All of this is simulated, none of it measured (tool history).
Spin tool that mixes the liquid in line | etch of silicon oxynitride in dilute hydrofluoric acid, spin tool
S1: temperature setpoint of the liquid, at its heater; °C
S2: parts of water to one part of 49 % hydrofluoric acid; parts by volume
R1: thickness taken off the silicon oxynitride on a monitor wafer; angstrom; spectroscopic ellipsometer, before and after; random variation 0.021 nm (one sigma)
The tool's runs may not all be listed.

Run 1, hour 0: S1 22 °C, S2 130 parts by volume, time under the liquid (s) 90. Result: R1 16.925 angstrom.
Run 2, hour 6.4: S1 22 °C, S2 110 parts by volume, time under the liquid (s) 90. Result: R1 20.253 angstrom.
Run 3, hour 9.6: S1 22 °C, S2 75 parts by volume, time under the liquid (s) 90. Result: R1 30.451 angstrom.
Run 4, hour 16.1: S1 21 °C, S2 75 parts by volume, time under the liquid (s) 90. Result: R1 29.113 angstrom.
Run 5, hour 21: S1 24.5 °C, S2 75 parts by volume, time under the liquid (s) 90. Result: R1 33.907 angstrom.
Run 6, hour 27.2: S1 24.5 °C, S2 75 parts by volume, time under the liquid (s) 90. Result: R1 34.623 angstrom.
Run 7, hour 28.9: S1 23 °C, S2 75 parts by volume, time under the liquid (s) 90. Result: R1 31.899 angstrom.

The next listed run, before its measurement:
Run 8, hour 34.6: S1 22 °C, S2 75 parts by volume, time under the liquid (s) 90. Result: R1 ?.

R1: 30.262 angstrom
